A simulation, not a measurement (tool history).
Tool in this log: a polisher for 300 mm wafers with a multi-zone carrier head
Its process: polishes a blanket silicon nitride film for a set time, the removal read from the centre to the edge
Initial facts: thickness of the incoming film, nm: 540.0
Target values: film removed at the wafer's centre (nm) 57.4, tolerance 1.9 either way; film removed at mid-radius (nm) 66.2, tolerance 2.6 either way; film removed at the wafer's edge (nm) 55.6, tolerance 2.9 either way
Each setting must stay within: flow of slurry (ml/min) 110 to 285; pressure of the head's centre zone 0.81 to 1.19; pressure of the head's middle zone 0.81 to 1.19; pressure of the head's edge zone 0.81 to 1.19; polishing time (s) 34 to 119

run,hour,flow of slurry (ml/min),pressure of the head's centre zone,pressure of the head's middle zone,pressure of the head's edge zone,polishing time (s),film removed at the wafer's centre (nm),film removed at mid-radius (nm),film removed at the wafer's edge (nm)
1,0,180,1,1,1,76,79.62,81.865,80.388
2,7.7,180,1,1.03,1,76,79.679,84.42,78.981
3,11.8,175,0.99,1.04,0.97,70,73.112,76.331,71.011
4,17.7,215,0.99,1.04,0.97,70,73.883,78.68,75.351
5,22.2,195,0.96,1.05,0.93,67,69.034,76.293,68.755
6,26,180,0.94,1.04,0.9,65,64.289,70.612,64.876
# hour 29.8: worn pad replaced by a new one
7,29.8,165,0.93,1.05,0.87,64,65.445,72.345,66.085
8,38.5,215,0.98,1.15,0.93,50,56.667,62.562,55.136

Which single option among these 5 for the next run brings every result within its allowed miss of target? Just one does.
A,47.2,210,1,0.94,0.89,52,?,?,?
B,47.2,190,1.16,1.19,0.89,48,?,?,?
C,47.2,195,0.87,1.19,0.94,56,?,?,?
D,47.2,195,0.93,1.08,0.98,55,?,?,?
E,47.2,170,0.93,1.09,0.81,56,?,?,?

move,film removed at the wafer's centre (nm),film removed at mid-radius (nm),film removed at the wafer's edge (nm)
A,60.044,59.424,55.3
B,62.611,62.12,50.354
C,56.257,72.871,60.433
D,58.702,67.418,60.598
E,58.227,67.453,55.595
A: misses by more than the last run did
B: misses by more than the last run did
C: takes the result that was furthest off past its target
D: brings the last run's worst result on target, with another outside its allowed miss
E: in spec on every target
Answer: E

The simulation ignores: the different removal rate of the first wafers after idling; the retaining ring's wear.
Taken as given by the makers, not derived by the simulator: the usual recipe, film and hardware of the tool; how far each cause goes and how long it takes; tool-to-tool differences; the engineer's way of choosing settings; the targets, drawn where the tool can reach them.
